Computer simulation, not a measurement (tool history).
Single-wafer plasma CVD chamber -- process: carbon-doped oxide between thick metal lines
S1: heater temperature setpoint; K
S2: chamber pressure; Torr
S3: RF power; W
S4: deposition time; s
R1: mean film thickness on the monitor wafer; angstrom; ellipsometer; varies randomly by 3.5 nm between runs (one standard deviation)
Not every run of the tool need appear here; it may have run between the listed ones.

run  hour      S1    S2   S3   S4      R1
  1     0  623.15  5.13  405  165  6699.9
  2   3.9  624.15  4.95  400  165  6591.7
  3   9.3  625.15   4.8  395  165  6506.5
  4    10  629.15   4.8  395  165  6486.4
  5  11.7  629.15   5.3  395  165  6554.5
  6    16  629.15   5.3  355  165  6199.5
  7  22.9  629.15  5.23  355  165  6127.1
  8  29.5  629.15  5.18  355  165  6227.7

Expected results for the next run?
  9  32.3  629.15  5.12  350  165   ?

{"run 9": {"R1": 6133.8}}
